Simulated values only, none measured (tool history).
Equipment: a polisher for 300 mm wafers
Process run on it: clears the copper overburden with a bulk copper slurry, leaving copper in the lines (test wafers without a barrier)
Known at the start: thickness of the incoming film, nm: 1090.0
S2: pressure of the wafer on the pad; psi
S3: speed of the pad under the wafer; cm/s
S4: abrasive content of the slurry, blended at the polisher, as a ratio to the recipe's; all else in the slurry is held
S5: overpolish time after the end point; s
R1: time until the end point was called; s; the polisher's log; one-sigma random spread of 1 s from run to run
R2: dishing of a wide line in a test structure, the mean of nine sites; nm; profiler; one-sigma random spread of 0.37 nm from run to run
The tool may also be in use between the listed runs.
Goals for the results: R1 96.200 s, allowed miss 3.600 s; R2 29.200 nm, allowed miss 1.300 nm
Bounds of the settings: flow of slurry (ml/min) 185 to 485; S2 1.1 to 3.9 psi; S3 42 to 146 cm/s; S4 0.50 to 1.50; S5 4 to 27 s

run 1 day=0.000 | flow_of_slurry_(ml/min)=310 S2=2.5 S3=94 S4=1.00 S5=14 | R1=116.440 R2=66.311
run 2 day=0.167 | flow_of_slurry_(ml/min)=315 S2=2.3 S3=102 S4=1.05 S5=13 | R1=115.790 R2=61.234
run 3 day=0.467 | flow_of_slurry_(ml/min)=315 S2=1.7 S3=102 S4=1.05 S5=13 | R1=154.480 R2=49.952
run 4 day=0.671 | flow_of_slurry_(ml/min)=315 S2=1.7 S3=102 S4=0.95 S5=13 | R1=160.040 R2=49.148
run 5 day=0.725 | flow_of_slurry_(ml/min)=340 S2=1.6 S3=108 S4=1.05 S5=12 | R1=158.670 R2=47.478
run 6 day=0.892 | flow_of_slurry_(ml/min)=320 S2=1.6 S3=114 S4=1.10 S5=11 | R1=149.480 R2=45.325
run 7 day=1.179 | flow_of_slurry_(ml/min)=300 S2=1.6 S3=118 S4=1.15 S5=10 | R1=143.280 R2=42.899
run 8 day=1.404 | flow_of_slurry_(ml/min)=285 S2=1.6 S3=122 S4=1.20 S5=9 | R1=139.810 R2=40.613
run 9 day=1.454 | flow_of_slurry_(ml/min)=270 S2=1.6 S3=126 S4=1.25 S5=8 | R1=136.520 R2=37.999

Pick the move, out of 5, that brings all results within their allowed miss; only one does.
run A day=1.504 | flow_of_slurry_(ml/min)=305 S2=2.5 S3=144 S4=1.25 S5=4 | R1=? R2=?
run B day=1.504 | flow_of_slurry_(ml/min)=295 S2=2.1 S3=140 S4=1.25 S5=4 | R1=? R2=?
run C day=1.504 | flow_of_slurry_(ml/min)=300 S2=2.1 S3=130 S4=1.20 S5=11 | R1=? R2=?
run D day=1.504 | flow_of_slurry_(ml/min)=305 S2=1.4 S3=130 S4=1.00 S5=16 | R1=? R2=?
run E day=1.504 | flow_of_slurry_(ml/min)=195 S2=1.6 S3=108 S4=1.10 S5=12 | R1=? R2=?

move=A R1=76.997 R2=34.577
move=B R1=93.642 R2=29.090
move=C R1=100.270 R2=59.907
move=D R1=153.000 R2=55.425
move=E R1=163.050 R2=44.188
A: takes the biggest miss from the last run beyond its target
B: hits every target within its allowed miss
C: misses by more than the last run did
D: misses by more than the last run did
E: misses by more than the last run did
The move that meets every target is B.
